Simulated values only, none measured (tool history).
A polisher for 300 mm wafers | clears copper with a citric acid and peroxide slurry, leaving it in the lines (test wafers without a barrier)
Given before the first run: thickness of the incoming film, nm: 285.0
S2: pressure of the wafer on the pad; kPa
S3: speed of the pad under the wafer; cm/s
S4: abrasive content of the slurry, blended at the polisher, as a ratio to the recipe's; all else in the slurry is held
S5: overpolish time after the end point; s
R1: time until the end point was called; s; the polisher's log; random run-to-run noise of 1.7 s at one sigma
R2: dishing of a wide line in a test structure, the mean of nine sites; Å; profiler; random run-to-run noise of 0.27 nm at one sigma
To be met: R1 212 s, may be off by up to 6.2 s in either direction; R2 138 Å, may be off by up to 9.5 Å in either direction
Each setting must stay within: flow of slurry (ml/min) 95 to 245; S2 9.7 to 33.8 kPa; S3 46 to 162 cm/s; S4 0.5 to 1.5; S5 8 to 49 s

{"run": 1, "hour": 0.0, "flow of slurry (ml/min)": 155, "S2": 21.4, "S3": 104, "S4": 1, "S5": 25, "R1": 158.53, "R2": 260.91}
{"run": 2, "hour": 8.4, "flow of slurry (ml/min)": 155, "S2": 20.7, "S3": 104, "S4": 1, "S5": 23, "R1": 161.62, "R2": 233.95}
{"run": 3, "hour": 10.1, "flow of slurry (ml/min)": 155, "S2": 20, "S3": 104, "S4": 1, "S5": 22, "R1": 169.42, "R2": 223.21}
{"run": 4, "hour": 11.3, "flow of slurry (ml/min)": 155, "S2": 24.1, "S3": 104, "S4": 1, "S5": 22, "R1": 141.39, "R2": 263.25}
{"run": 5, "hour": 17.0, "flow of slurry (ml/min)": 155, "S2": 26.2, "S3": 104, "S4": 1, "S5": 22, "R1": 128.89, "R2": 272.9}
{"run": 6, "hour": 25.0, "flow of slurry (ml/min)": 155, "S2": 26.2, "S3": 104, "S4": 1, "S5": 16, "R1": 129.91, "R2": 222.92}
{"run": 7, "hour": 28.4, "flow of slurry (ml/min)": 150, "S2": 24.8, "S3": 104, "S4": 1, "S5": 15, "R1": 137.34, "R2": 201.07}
{"run": 8, "hour": 33.8, "flow of slurry (ml/min)": 145, "S2": 23.4, "S3": 104, "S4": 1, "S5": 15, "R1": 145.05, "R2": 184.72}
{"run": 9, "hour": 37.7, "flow of slurry (ml/min)": 140, "S2": 22.1, "S3": 104, "S4": 1, "S5": 15, "R1": 156.14, "R2": 182.23}
{"run": 10, "hour": 39.8, "flow of slurry (ml/min)": 140, "S2": 21.4, "S3": 104, "S4": 1, "S5": 15, "R1": 160, "R2": 175.06}
{"run": 11, "hour": 46.6, "flow of slurry (ml/min)": 140, "S2": 20.7, "S3": 104, "S4": 1, "S5": 15, "R1": 164.11, "R2": 170.76}
{"hour": 52.9, "done": "slurry nozzle cleaned"}
{"run": 12, "hour": 52.9, "flow of slurry (ml/min)": 140, "S2": 20, "S3": 104, "S4": 1, "S5": 15, "R1": 163.33, "R2": 167.57}
{"run": 13, "hour": 61.3, "flow of slurry (ml/min)": 140, "S2": 18.6, "S3": 104, "S4": 1, "S5": 15, "R1": 177.07, "R2": 167.11}
{"run": 14, "hour": 62.0, "flow of slurry (ml/min)": 125, "S2": 15.2, "S3": 102, "S4": 1, "S5": 10, "R1": 223.83, "R2": 91.016}
{"run": 15, "hour": 65.2, "flow of slurry (ml/min)": 170, "S2": 15.2, "S3": 98, "S4": 1, "S5": 16, "R1": 222.34, "R2": 144.61}

Exactly one of the 4 candidate moves below puts every result within its allowed miss. Which one?
{"run": "A", "hour": 68.4, "flow of slurry (ml/min)": 180, "S2": 18.6, "S3": 90, "S4": 1, "S5": 16, "R1": "?", "R2": "?"}
{"run": "B", "hour": 68.4, "flow of slurry (ml/min)": 160, "S2": 14.5, "S3": 104, "S4": 0.85, "S5": 16, "R1": "?", "R2": "?"}
{"run": "C", "hour": 68.4, "flow of slurry (ml/min)": 165, "S2": 13.1, "S3": 116, "S4": 1.25, "S5": 15, "R1": "?", "R2": "?"}
{"run": "D", "hour": 68.4, "flow of slurry (ml/min)": 145, "S2": 15.2, "S3": 96, "S4": 1.15, "S5": 19, "R1": "?", "R2": "?"}

move=A R1=198.99 R2=163.27
move=B R1=230.88 R2=143.17
move=C R1=211 R2=145.55
move=D R1=227.57 R2=166.87
A: carries the result that was furthest off beyond its target, to the other side
B: moves away from the targets compared with the last run
C: hits every target within its allowed miss
D: moves away from the targets compared with the last run
C meets every target.

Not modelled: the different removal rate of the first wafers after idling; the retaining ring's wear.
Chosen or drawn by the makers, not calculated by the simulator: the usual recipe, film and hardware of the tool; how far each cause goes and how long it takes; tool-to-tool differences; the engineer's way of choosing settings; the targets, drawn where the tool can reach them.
